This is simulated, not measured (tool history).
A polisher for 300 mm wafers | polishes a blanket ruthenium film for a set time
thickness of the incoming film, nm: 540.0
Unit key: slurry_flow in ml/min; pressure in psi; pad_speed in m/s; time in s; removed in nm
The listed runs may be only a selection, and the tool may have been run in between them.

run    day  slurry_flow  pressure  pad_speed  time  removed
  1      0          155       2.5       0.96    59    69.09
  2  0.329          155       2.5       0.86    59    62.27
  3  0.388          150       2.2       0.82    59   51.582
  4  0.625          145       1.9       0.82    59   44.285
  5  0.729          140       1.7       0.82    59   40.266
  6  0.771          140         2       0.82    59   46.323
  7      1          135       1.8       0.82    59   42.271
  8  1.096          135       1.6       0.82    59   37.593

Run 9 comes next. What will it give?
  9  1.242          130       1.5       0.82    59        ?

Run 9 produced removed 35.003 nm.
